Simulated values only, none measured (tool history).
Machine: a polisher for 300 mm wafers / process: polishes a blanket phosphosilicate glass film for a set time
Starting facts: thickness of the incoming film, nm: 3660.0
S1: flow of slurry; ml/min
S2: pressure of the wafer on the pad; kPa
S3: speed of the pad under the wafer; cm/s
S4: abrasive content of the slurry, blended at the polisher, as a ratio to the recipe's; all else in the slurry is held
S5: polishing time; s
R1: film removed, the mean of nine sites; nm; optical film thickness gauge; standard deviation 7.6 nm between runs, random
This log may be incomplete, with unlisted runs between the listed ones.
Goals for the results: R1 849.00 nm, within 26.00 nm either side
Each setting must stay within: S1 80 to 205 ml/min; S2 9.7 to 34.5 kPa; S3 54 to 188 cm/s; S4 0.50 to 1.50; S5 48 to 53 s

Run 1, hour 0.0: S1 135 ml/min, S2 22.1 kPa, S3 120 cm/s, S4 1.00, S5 53 s. Result: R1 445.54 nm.
Run 2, hour 5.4: S1 140 ml/min, S2 24.1 kPa, S3 122 cm/s, S4 1.00, S5 53 s. Result: R1 488.58 nm.
Run 3, hour 12.4: S1 140 ml/min, S2 26.2 kPa, S3 126 cm/s, S4 1.00, S5 53 s. Result: R1 542.33 nm.
Run 4, hour 14.5: S1 140 ml/min, S2 22.8 kPa, S3 126 cm/s, S4 1.00, S5 53 s. Result: R1 474.95 nm.
Run 5, hour 18.8: S1 140 ml/min, S2 24.8 kPa, S3 128 cm/s, S4 1.00, S5 53 s. Result: R1 521.20 nm.
At hour 22.9: worn pad replaced by a new one.
Run 6, hour 22.9: S1 140 ml/min, S2 24.8 kPa, S3 128 cm/s, S4 1.00, S5 53 s. Result: R1 555.01 nm.
Run 7, hour 25.3: S1 145 ml/min, S2 26.2 kPa, S3 128 cm/s, S4 1.00, S5 53 s. Result: R1 586.40 nm.
Run 8, hour 33.6: S1 155 ml/min, S2 26.9 kPa, S3 128 cm/s, S4 1.00, S5 53 s. Result: R1 609.25 nm.
Run 9, hour 42.0: S1 160 ml/min, S2 27.6 kPa, S3 128 cm/s, S4 1.00, S5 53 s. Result: R1 625.83 nm.
Run 10, hour 47.9: S1 165 ml/min, S2 28.3 kPa, S3 128 cm/s, S4 1.00, S5 53 s. Result: R1 654.10 nm.
Run 11, hour 49.8: S1 170 ml/min, S2 29.0 kPa, S3 128 cm/s, S4 1.00, S5 53 s. Result: R1 668.34 nm.
Run 12, hour 50.4: S1 170 ml/min, S2 29.6 kPa, S3 128 cm/s, S4 1.00, S5 53 s. Result: R1 679.22 nm.
Run 13, hour 52.5: S1 175 ml/min, S2 30.3 kPa, S3 128 cm/s, S4 1.00, S5 53 s. Result: R1 707.00 nm.
Run 14, hour 59.4: S1 175 ml/min, S2 31.0 kPa, S3 128 cm/s, S4 1.00, S5 53 s. Result: R1 715.52 nm.
Run 15, hour 65.3: S1 180 ml/min, S2 31.7 kPa, S3 128 cm/s, S4 1.00, S5 53 s. Result: R1 730.75 nm.

Consider the 5 candidate settings below. Which is the only one whose results all fall within their allowed miss of target?
Run A, hour 71.2: S1 170 ml/min, S2 34.5 kPa, S3 138 cm/s, S4 1.05, S5 53 s. Result: R1 ?.
Run B, hour 71.2: S1 190 ml/min, S2 34.5 kPa, S3 122 cm/s, S4 1.00, S5 53 s. Result: R1 ?.
Run C, hour 71.2: S1 170 ml/min, S2 31.7 kPa, S3 138 cm/s, S4 0.60, S5 52 s. Result: R1 ?.
Run D, hour 71.2: S1 180 ml/min, S2 29.6 kPa, S3 130 cm/s, S4 1.15, S5 48 s. Result: R1 ?.
Run E, hour 71.2: S1 205 ml/min, S2 28.3 kPa, S3 122 cm/s, S4 1.00, S5 53 s. Result: R1 ?.

move      R1
   A  847.36
   B  775.66
   C  610.81
   D  662.28
   E  644.70
A: all results in spec
B: moves toward the targets from the last run without getting all of them in spec
C: further off than the last run
D: further off than the last run
E: further off than the last run
Move A is the one to make.

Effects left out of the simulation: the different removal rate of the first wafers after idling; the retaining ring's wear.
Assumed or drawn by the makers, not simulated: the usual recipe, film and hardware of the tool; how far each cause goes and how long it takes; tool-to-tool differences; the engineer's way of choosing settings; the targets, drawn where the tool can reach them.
